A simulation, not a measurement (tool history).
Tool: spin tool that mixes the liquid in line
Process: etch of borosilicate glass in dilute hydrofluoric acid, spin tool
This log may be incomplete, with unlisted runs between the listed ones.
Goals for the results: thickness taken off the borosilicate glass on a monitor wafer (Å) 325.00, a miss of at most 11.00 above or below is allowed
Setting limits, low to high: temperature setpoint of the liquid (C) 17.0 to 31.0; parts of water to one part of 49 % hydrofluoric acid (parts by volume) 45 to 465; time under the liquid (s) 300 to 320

run	hour	temperature setpoint of the liquid (C)	parts of water to one part of 49 % hydrofluoric acid (parts by volume)	time under the liquid (s)	thickness taken off the borosilicate glass on a monitor wafer (Å)
1	0.0	23.0	255	300	225.25
2	1.0	24.0	250	300	234.91
3	3.4	24.0	250	320	252.01
4	11.5	24.5	245	320	264.76
5	12.9	24.5	245	320	264.54
6	14.1	24.5	245	320	262.10
7	17.6	25.0	240	320	272.24
8	20.3	25.5	235	320	286.10
9	23.0	26.0	235	320	292.68
10	26.8	26.0	235	320	292.45
11	30.3	26.0	235	320	290.96
12	33.4	26.5	235	320	298.10
13	37.3	27.0	235	320	300.58
14	41.5	27.5	235	320	307.52

Consider the 5 candidate settings below. Which is the only one whose results all fall within their allowed miss of target?
A	45.7	25.0	225	320	?
B	45.7	30.5	260	320	?
C	45.7	27.0	215	310	?
D	45.7	30.5	250	305	?
E	45.7	26.5	245	310	?

move	thickness taken off the borosilicate glass on a monitor wafer (Å)
A	300.80
B	302.52
C	331.12
D	303.38
E	276.20
A: moves away from the targets compared with the last run
B: moves away from the targets compared with the last run
C: all results in spec
D: moves away from the targets compared with the last run
E: moves away from the targets compared with the last run
C is the move that brings every result within its allowed miss.
